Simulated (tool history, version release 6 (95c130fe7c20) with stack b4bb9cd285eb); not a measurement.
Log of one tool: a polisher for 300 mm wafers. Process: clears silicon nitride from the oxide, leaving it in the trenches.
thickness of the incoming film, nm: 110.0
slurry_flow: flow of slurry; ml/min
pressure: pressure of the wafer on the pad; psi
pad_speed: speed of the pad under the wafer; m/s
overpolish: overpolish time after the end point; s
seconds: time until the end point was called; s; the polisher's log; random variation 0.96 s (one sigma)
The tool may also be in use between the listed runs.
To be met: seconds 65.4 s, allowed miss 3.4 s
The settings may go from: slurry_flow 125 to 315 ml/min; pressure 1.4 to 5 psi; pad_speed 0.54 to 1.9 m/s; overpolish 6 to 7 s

run 1 hour=0 | slurry_flow=205 pressure=3.2 pad_speed=1.22 overpolish=7 | seconds=107.73
run 2 hour=6.6 | slurry_flow=185 pressure=3.2 pad_speed=1.22 overpolish=7 | seconds=107.68
run 3 hour=12.9 | slurry_flow=165 pressure=3.2 pad_speed=1.22 overpolish=7 | seconds=113.34
run 4 hour=19.4 | slurry_flow=175 pressure=3.6 pad_speed=1.24 overpolish=7 | seconds=95.965
run 5 hour=22.4 | slurry_flow=175 pressure=3.6 pad_speed=1.02 overpolish=7 | seconds=115.7
run 6 hour=24.7 | slurry_flow=180 pressure=4 pad_speed=1.06 overpolish=7 | seconds=101.02
run 7 hour=25.9 | slurry_flow=185 pressure=4.3 pad_speed=1.1 overpolish=7 | seconds=89.86
run 8 hour=30.2 | slurry_flow=185 pressure=4.5 pad_speed=1.14 overpolish=7 | seconds=83.969

Which of these 5 next moves meets every target?
run A hour=34.5 | slurry_flow=145 pressure=5 pad_speed=1.38 overpolish=6 | seconds=?
run B hour=34.5 | slurry_flow=160 pressure=5 pad_speed=1.56 overpolish=7 | seconds=?
run C hour=34.5 | slurry_flow=215 pressure=5 pad_speed=1.46 overpolish=6 | seconds=?
run D hour=34.5 | slurry_flow=200 pressure=5 pad_speed=1.5 overpolish=7 | seconds=?
run E hour=34.5 | slurry_flow=175 pressure=3.6 pad_speed=1.56 overpolish=6 | seconds=?

move=A seconds=65.739
move=B seconds=57.18
move=C seconds=58.151
move=D seconds=57.222
move=E seconds=75.98
A: meets every target
B: takes the result that was furthest off past its target
C: takes the result that was furthest off past its target
D: takes the result that was furthest off past its target
E: nearer than the last run, and not there yet
The right move is A.
